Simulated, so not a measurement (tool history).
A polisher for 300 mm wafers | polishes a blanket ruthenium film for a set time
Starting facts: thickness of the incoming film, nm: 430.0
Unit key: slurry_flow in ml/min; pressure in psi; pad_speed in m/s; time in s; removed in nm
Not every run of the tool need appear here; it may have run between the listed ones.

run 1 day=0 | slurry_flow=150 pressure=2 pad_speed=0.94 time=20 | removed=18.512
run 2 day=0.183 | slurry_flow=155 pressure=2.1 pad_speed=0.94 time=20 | removed=19.569
run 3 day=0.508 | slurry_flow=160 pressure=2.2 pad_speed=0.94 time=20 | removed=20.692
run 4 day=0.533 | slurry_flow=160 pressure=2.2 pad_speed=0.94 time=20 | removed=20.45
run 5 day=0.867 | slurry_flow=160 pressure=2.2 pad_speed=0.78 time=20 | removed=17.291
run 6 day=1.042 | slurry_flow=160 pressure=2.3 pad_speed=0.78 time=20 | removed=17.976

Estimate the outcome of run 7 from the log above:
run 7 day=1.308 | slurry_flow=165 pressure=2.4 pad_speed=0.78 time=20 | removed=?

{"run 7": {"removed": 18.652}}

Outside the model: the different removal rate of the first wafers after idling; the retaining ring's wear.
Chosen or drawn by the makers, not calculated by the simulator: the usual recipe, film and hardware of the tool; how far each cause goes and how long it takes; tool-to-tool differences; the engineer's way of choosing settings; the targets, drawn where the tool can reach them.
